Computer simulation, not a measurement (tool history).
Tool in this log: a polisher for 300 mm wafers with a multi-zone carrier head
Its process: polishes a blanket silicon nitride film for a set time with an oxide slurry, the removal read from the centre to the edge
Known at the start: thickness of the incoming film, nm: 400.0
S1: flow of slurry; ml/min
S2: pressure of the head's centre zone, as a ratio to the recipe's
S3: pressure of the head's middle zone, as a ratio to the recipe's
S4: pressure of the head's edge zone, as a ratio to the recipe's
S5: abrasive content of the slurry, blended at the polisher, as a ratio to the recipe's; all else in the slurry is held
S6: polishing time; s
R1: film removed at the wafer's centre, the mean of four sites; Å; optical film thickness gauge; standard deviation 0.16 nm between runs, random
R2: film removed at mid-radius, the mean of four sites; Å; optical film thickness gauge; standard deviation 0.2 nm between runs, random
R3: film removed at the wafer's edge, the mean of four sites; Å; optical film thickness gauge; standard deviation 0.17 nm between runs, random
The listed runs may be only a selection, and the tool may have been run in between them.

run,hour,S1,S2,S3,S4,S5,S6,R1,R2,R3
1,0,145,1,1,1,1,43,224.37,215.2,215.69
2,5.4,145,1,1,1,1,49,251.22,238.21,239.86
3,11.9,140,1.01,0.98,0.97,0.9,49,242.67,229.85,223.38
4,20.2,135,1.02,0.95,0.97,0.85,49,235.07,213.5,216.42
5,20.9,130,1.03,0.93,0.94,0.8,49,230.6,203.37,208.3
6,27.1,105,1.03,0.93,0.94,0.8,49,212.25,195.02,201.64
7,32.4,100,1.11,0.87,0.84,0.65,49,202.18,163.43,168.63

Expected results for the next run?
8,37,105,1.11,0.87,0.85,0.65,49,?,?,?

Run 8 gave R1 207.27 Å, R2 166.38 Å, R3 172.35 Å.
